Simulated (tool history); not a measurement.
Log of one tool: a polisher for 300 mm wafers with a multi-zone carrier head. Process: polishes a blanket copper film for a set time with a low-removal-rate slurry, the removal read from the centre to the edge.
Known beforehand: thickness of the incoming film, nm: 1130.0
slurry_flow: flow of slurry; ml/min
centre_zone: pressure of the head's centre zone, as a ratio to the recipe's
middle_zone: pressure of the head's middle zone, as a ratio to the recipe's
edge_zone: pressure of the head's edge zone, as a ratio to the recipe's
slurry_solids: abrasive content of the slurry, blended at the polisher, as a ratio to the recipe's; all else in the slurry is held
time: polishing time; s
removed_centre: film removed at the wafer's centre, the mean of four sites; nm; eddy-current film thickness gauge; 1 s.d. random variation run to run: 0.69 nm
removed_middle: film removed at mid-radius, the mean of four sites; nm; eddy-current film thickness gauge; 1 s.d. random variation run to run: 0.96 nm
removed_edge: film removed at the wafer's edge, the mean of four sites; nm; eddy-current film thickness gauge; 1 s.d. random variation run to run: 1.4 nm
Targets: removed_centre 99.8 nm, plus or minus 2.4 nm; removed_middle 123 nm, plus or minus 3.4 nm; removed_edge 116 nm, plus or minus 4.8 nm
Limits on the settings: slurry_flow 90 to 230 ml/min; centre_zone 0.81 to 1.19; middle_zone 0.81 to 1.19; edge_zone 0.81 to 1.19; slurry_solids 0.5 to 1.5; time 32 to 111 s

{"run": 1, "hour": 0.0, "slurry_flow": 150, "centre_zone": 1, "middle_zone": 1, "edge_zone": 1, "slurry_solids": 1, "time": 71, "removed_centre": 124.74, "removed_middle": 126.84, "removed_edge": 122.06}
{"run": 2, "hour": 4.0, "slurry_flow": 135, "centre_zone": 0.96, "middle_zone": 1.01, "edge_zone": 1, "slurry_solids": 1, "time": 71, "removed_centre": 115.44, "removed_middle": 125.17, "removed_edge": 121.92}
{"run": 3, "hour": 11.6, "slurry_flow": 135, "centre_zone": 0.96, "middle_zone": 1.01, "edge_zone": 1, "slurry_solids": 1, "time": 62, "removed_centre": 101.69, "removed_middle": 108.15, "removed_edge": 108.52}
{"run": 4, "hour": 19.0, "slurry_flow": 135, "centre_zone": 1.02, "middle_zone": 1.01, "edge_zone": 1, "slurry_solids": 1, "time": 62, "removed_centre": 109.4, "removed_middle": 108.88, "removed_edge": 108.02}
{"run": 5, "hour": 20.0, "slurry_flow": 165, "centre_zone": 1.02, "middle_zone": 1.01, "edge_zone": 1, "slurry_solids": 1, "time": 62, "removed_centre": 111.82, "removed_middle": 113.86, "removed_edge": 110.09}
{"run": 6, "hour": 26.7, "slurry_flow": 165, "centre_zone": 1.07, "middle_zone": 1.01, "edge_zone": 1, "slurry_solids": 1, "time": 62, "removed_centre": 118, "removed_middle": 113.15, "removed_edge": 109.71}
{"run": 7, "hour": 29.7, "slurry_flow": 125, "centre_zone": 0.97, "middle_zone": 1.11, "edge_zone": 1.1, "slurry_solids": 1.15, "time": 62, "removed_centre": 104.41, "removed_middle": 120.03, "removed_edge": 113.03}
{"run": 8, "hour": 35.2, "slurry_flow": 125, "centre_zone": 0.96, "middle_zone": 1.12, "edge_zone": 1.11, "slurry_solids": 1.15, "time": 62, "removed_centre": 102.87, "removed_middle": 120.55, "removed_edge": 111.56}
{"run": 9, "hour": 44.0, "slurry_flow": 125, "centre_zone": 0.95, "middle_zone": 1.12, "edge_zone": 1.12, "slurry_solids": 1.2, "time": 62, "removed_centre": 103.89, "removed_middle": 121.82, "removed_edge": 115.17}

5 candidate next runs follow, results not yet known. Just one meets every target within its allowed miss. Identify it.
{"run": "A", "hour": 52.8, "slurry_flow": 160, "centre_zone": 0.89, "middle_zone": 1.11, "edge_zone": 1.13, "slurry_solids": 1.3, "time": 60, "removed_centre": "?", "removed_middle": "?", "removed_edge": "?"}
{"run": "B", "hour": 52.8, "slurry_flow": 125, "centre_zone": 1, "middle_zone": 1.18, "edge_zone": 1.07, "slurry_solids": 1.25, "time": 61, "removed_centre": "?", "removed_middle": "?", "removed_edge": "?"}
{"run": "C", "hour": 52.8, "slurry_flow": 125, "centre_zone": 1.05, "middle_zone": 1.11, "edge_zone": 1.06, "slurry_solids": 1.25, "time": 62, "removed_centre": "?", "removed_middle": "?", "removed_edge": "?"}
{"run": "D", "hour": 52.8, "slurry_flow": 95, "centre_zone": 0.99, "middle_zone": 1.15, "edge_zone": 1.12, "slurry_solids": 1.15, "time": 66, "removed_centre": "?", "removed_middle": "?", "removed_edge": "?"}
{"run": "E", "hour": 52.8, "slurry_flow": 95, "centre_zone": 1.02, "middle_zone": 1.17, "edge_zone": 1.19, "slurry_solids": 1.15, "time": 64, "removed_centre": "?", "removed_middle": "?", "removed_edge": "?"}

move=A removed_centre=100.52 removed_middle=125.26 removed_edge=116.92
move=B removed_centre=108.41 removed_middle=126.57 removed_edge=111.24
move=C removed_centre=115.69 removed_middle=122.68 removed_edge=112.68
move=D removed_centre=106.47 removed_middle=124.19 removed_edge=115.84
move=E removed_centre=106.41 removed_middle=122.02 removed_edge=115.57
A: all results land within tolerance of their targets
B: lands further from the targets than the last run did
C: lands further from the targets than the last run did
D: lands further from the targets than the last run did
E: lands further from the targets than the last run did
Answer: A
